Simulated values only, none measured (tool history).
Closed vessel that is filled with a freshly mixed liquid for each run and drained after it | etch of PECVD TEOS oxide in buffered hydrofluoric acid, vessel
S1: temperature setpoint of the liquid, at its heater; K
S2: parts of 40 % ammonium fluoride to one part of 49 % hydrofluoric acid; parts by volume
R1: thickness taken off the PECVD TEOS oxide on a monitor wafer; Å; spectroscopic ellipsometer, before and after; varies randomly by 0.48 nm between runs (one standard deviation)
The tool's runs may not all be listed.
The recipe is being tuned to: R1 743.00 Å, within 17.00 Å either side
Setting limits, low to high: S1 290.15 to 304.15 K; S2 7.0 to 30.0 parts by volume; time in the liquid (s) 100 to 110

run 1 hour=0.0 | S1=296.15 S2=20.0 time_in_the_liquid_(s)=100 | R1=1325.40
run 2 hour=1.6 | S1=296.15 S2=20.0 time_in_the_liquid_(s)=100 | R1=1319.80
run 3 hour=7.0 | S1=295.15 S2=21.0 time_in_the_liquid_(s)=100 | R1=1202.30
run 4 hour=12.6 | S1=295.15 S2=21.0 time_in_the_liquid_(s)=100 | R1=1211.30
run 5 hour=16.9 | S1=294.15 S2=22.0 time_in_the_liquid_(s)=100 | R1=1108.10
run 6 hour=20.4 | S1=294.15 S2=22.0 time_in_the_liquid_(s)=110 | R1=1227.50
run 7 hour=26.0 | S1=293.65 S2=23.0 time_in_the_liquid_(s)=110 | R1=1154.00
run 8 hour=29.9 | S1=293.15 S2=24.0 time_in_the_liquid_(s)=110 | R1=1086.70
run 9 hour=31.0 | S1=292.65 S2=25.0 time_in_the_liquid_(s)=110 | R1=1013.00
run 10 hour=34.2 | S1=292.15 S2=25.5 time_in_the_liquid_(s)=110 | R1=976.38
run 11 hour=38.7 | S1=291.65 S2=26.0 time_in_the_liquid_(s)=110 | R1=949.08
run 12 hour=46.4 | S1=291.65 S2=26.5 time_in_the_liquid_(s)=110 | R1=928.63
run 13 hour=53.7 | S1=291.65 S2=27.0 time_in_the_liquid_(s)=110 | R1=928.73
run 14 hour=62.0 | S1=291.65 S2=27.5 time_in_the_liquid_(s)=110 | R1=901.30
run 15 hour=68.3 | S1=291.65 S2=28.0 time_in_the_liquid_(s)=110 | R1=895.56
run 16 hour=72.7 | S1=291.65 S2=28.5 time_in_the_liquid_(s)=110 | R1=883.43
run 17 hour=73.7 | S1=290.65 S2=29.5 time_in_the_liquid_(s)=110 | R1=812.87
run 18 hour=80.2 | S1=290.15 S2=30.0 time_in_the_liquid_(s)=110 | R1=787.44

Which of these 4 next moves meets every target?
run A hour=86.7 | S1=290.15 S2=28.0 time_in_the_liquid_(s)=105 | R1=?
run B hour=86.7 | S1=290.65 S2=29.5 time_in_the_liquid_(s)=105 | R1=?
run C hour=86.7 | S1=290.65 S2=29.5 time_in_the_liquid_(s)=110 | R1=?
run D hour=86.7 | S1=290.15 S2=30.0 time_in_the_liquid_(s)=105 | R1=?

move=A R1=786.63
move=B R1=780.73
move=C R1=817.91
move=D R1=749.87
A: no nearer and no further than the last run
B: nearer than the last run, and not there yet
C: further off than the last run
D: in spec on every target
D meets every target.
